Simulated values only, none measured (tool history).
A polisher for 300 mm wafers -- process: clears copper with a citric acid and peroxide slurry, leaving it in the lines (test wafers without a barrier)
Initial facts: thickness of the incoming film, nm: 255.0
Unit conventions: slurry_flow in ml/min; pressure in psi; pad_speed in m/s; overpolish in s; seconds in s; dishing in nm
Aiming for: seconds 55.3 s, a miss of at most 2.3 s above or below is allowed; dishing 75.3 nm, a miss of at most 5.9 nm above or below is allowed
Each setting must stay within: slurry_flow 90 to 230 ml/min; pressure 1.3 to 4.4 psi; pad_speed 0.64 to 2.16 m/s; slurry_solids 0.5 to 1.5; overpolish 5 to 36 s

run	hour	slurry_flow	pressure	pad_speed	slurry_solids	overpolish	seconds	dishing
1	0	150	2.8	1.4	1	18	72.323	42.084
2	4.6	150	2.8	1.4	1.1	18	70.544	42.373
3	9.7	150	2.8	1.08	1.1	18	86.573	37.055
4	11.8	150	2.8	1.26	1.1	18	77.122	40.541
5	20.2	150	2.8	1.26	1.2	18	76.138	41.134
6	25.6	150	3	1.26	1.2	19	69.409	45.395
7	32.3	150	3.1	1.26	1.2	21	69.12	53.685
8	38.1	155	3.2	1.26	1.2	21	67.014	55.229
9	44.8	155	3.3	1.26	1.2	21	64.509	55.696
10	52.8	155	3.4	1.26	1.2	22	63.744	60.815
11	53.6	155	3.5	1.26	1.2	22	60.935	61.259

Which one of the following 5 next-run settings gets every result inside its allowed miss? There is exactly one.
A	54.4	195	3.4	1.28	1.05	24	?	?
B	54.4	155	3.3	1.36	1.25	25	?	?
C	54.4	160	3.8	1.08	1.2	23	?	?
D	54.4	195	3.8	0.86	1.5	26	?	?
E	54.4	130	3.2	1.58	1.5	26	?	?

move	seconds	dishing
A	61.986	62.908
B	60.652	66.026
C	63.472	59.998
D	69.34	61.755
E	54.936	73.411
A: its largest miss is bigger than the last run's
B: nearer the targets than the last run, but a result is still out of spec
C: its largest miss is bigger than the last run's
D: its largest miss is bigger than the last run's
E: every result within its allowed miss
Move E is the one to make.
